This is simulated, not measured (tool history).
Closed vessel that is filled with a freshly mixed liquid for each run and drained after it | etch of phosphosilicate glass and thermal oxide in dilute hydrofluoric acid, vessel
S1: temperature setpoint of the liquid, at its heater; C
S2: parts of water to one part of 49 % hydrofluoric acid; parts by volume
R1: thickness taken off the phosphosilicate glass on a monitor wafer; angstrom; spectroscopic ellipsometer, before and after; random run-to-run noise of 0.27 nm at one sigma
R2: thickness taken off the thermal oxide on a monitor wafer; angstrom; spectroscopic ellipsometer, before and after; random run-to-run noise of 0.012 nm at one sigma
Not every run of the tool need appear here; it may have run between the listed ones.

{"run": 1, "hour": 0.0, "S1": 24.0, "S2": 65, "time in the liquid (s)": 60, "R1": 904.14, "R2": 41.978}
{"run": 2, "hour": 9.3, "S1": 23.0, "S2": 65, "time in the liquid (s)": 60, "R1": 876.57, "R2": 40.248}
{"run": 3, "hour": 12.0, "S1": 23.0, "S2": 50, "time in the liquid (s)": 60, "R1": 1165.2, "R2": 53.134}
{"run": 4, "hour": 18.8, "S1": 22.5, "S2": 55, "time in the liquid (s)": 60, "R1": 1023.6, "R2": 46.932}
{"run": 5, "hour": 21.4, "S1": 21.0, "S2": 55, "time in the liquid (s)": 60, "R1": 966.93, "R2": 43.806}
{"run": 6, "hour": 29.6, "S1": 21.0, "S2": 70, "time in the liquid (s)": 60, "R1": 742.82, "R2": 34.007}
{"run": 7, "hour": 35.7, "S1": 20.5, "S2": 70, "time in the liquid (s)": 60, "R1": 731.22, "R2": 33.497}

Expected results for the next run?
{"run": 8, "hour": 39.1, "S1": 20.0, "S2": 70, "time in the liquid (s)": 60, "R1": "?", "R2": "?"}

Run 8 produced R1 710.90 angstrom, R2 32.603 angstrom.

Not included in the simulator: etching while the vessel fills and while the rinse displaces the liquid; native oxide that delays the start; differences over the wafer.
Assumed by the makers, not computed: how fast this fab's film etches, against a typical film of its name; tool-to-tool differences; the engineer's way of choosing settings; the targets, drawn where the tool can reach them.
